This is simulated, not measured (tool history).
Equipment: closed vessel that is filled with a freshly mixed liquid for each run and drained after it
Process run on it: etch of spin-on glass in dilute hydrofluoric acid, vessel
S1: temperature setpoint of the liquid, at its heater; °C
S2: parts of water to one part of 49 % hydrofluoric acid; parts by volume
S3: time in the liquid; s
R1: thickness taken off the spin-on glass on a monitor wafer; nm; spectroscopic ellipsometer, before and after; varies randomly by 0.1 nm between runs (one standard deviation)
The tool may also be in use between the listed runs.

run 1 hour=0 | S1=22 S2=120 S3=100 | R1=21.089
run 2 hour=1.6 | S1=22 S2=135 S3=100 | R1=18.414
run 3 hour=4.7 | S1=22 S2=160 S3=100 | R1=15.045
run 4 hour=12.7 | S1=24.5 S2=160 S3=100 | R1=16.674
-- hour=14.1 hydrofluoric acid flow meter replaced
run 5 hour=14.1 | S1=22.5 S2=160 S3=100 | R1=16.991
run 6 hour=16.8 | S1=21 S2=175 S3=100 | R1=14.342
run 7 hour=18.4 | S1=20 S2=180 S3=100 | R1=13.213
run 8 hour=23.7 | S1=19.5 S2=180 S3=100 | R1=12.933

Predict the results of run 9:
run 9 hour=31 | S1=19 S2=180 S3=100 | R1=?

Run 9 came out at R1 12.773 nm.

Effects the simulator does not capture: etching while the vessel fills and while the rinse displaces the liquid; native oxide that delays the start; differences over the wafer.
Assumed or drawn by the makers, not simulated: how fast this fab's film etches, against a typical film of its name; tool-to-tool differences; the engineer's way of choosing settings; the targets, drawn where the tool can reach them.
